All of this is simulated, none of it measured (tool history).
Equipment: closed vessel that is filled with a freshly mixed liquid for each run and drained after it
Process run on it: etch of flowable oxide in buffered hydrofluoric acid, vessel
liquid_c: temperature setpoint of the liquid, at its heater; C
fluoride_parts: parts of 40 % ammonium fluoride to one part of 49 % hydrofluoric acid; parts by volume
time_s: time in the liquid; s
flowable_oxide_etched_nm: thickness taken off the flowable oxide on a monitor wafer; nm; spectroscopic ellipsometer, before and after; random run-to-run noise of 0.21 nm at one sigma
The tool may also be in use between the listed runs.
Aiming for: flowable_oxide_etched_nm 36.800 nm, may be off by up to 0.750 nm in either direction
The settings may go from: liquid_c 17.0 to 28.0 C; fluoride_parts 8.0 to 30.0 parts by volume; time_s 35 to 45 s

run 1 hour=0.0 | liquid_c=20.0 fluoride_parts=22.5 time_s=45 | flowable_oxide_etched_nm=29.759
run 2 hour=7.8 | liquid_c=17.0 fluoride_parts=22.5 time_s=45 | flowable_oxide_etched_nm=24.723
run 3 hour=10.8 | liquid_c=17.0 fluoride_parts=27.0 time_s=45 | flowable_oxide_etched_nm=22.153
run 4 hour=13.0 | liquid_c=20.0 fluoride_parts=27.0 time_s=45 | flowable_oxide_etched_nm=26.128
run 5 hour=21.2 | liquid_c=20.0 fluoride_parts=24.5 time_s=45 | flowable_oxide_etched_nm=27.962
run 6 hour=26.6 | liquid_c=20.0 fluoride_parts=24.5 time_s=45 | flowable_oxide_etched_nm=28.012
run 7 hour=30.7 | liquid_c=21.5 fluoride_parts=24.5 time_s=45 | flowable_oxide_etched_nm=30.320
run 8 hour=34.8 | liquid_c=22.5 fluoride_parts=24.5 time_s=45 | flowable_oxide_etched_nm=31.782
run 9 hour=39.4 | liquid_c=23.5 fluoride_parts=24.5 time_s=45 | flowable_oxide_etched_nm=34.053
run 10 hour=46.3 | liquid_c=24.0 fluoride_parts=24.5 time_s=45 | flowable_oxide_etched_nm=34.643
run 11 hour=54.9 | liquid_c=24.5 fluoride_parts=24.5 time_s=45 | flowable_oxide_etched_nm=35.705

5 next moves are on the table. One of them brings every result within its allowed miss. Which?
run A hour=63.5 | liquid_c=26.0 fluoride_parts=28.5 time_s=45 | flowable_oxide_etched_nm=?
run B hour=63.5 | liquid_c=23.5 fluoride_parts=24.0 time_s=45 | flowable_oxide_etched_nm=?
run C hour=63.5 | liquid_c=24.0 fluoride_parts=22.5 time_s=45 | flowable_oxide_etched_nm=?
run D hour=63.5 | liquid_c=23.0 fluoride_parts=22.0 time_s=45 | flowable_oxide_etched_nm=?
run E hour=63.5 | liquid_c=26.5 fluoride_parts=30.0 time_s=45 | flowable_oxide_etched_nm=?

move=A flowable_oxide_etched_nm=35.175
move=B flowable_oxide_etched_nm=34.529
move=C flowable_oxide_etched_nm=37.103
move=D flowable_oxide_etched_nm=35.666
move=E flowable_oxide_etched_nm=34.895
A: moves away from the targets compared with the last run
B: moves away from the targets compared with the last run
C: every result within its allowed miss
D: as far off as the last run
E: moves away from the targets compared with the last run
Go with C: it meets all targets.

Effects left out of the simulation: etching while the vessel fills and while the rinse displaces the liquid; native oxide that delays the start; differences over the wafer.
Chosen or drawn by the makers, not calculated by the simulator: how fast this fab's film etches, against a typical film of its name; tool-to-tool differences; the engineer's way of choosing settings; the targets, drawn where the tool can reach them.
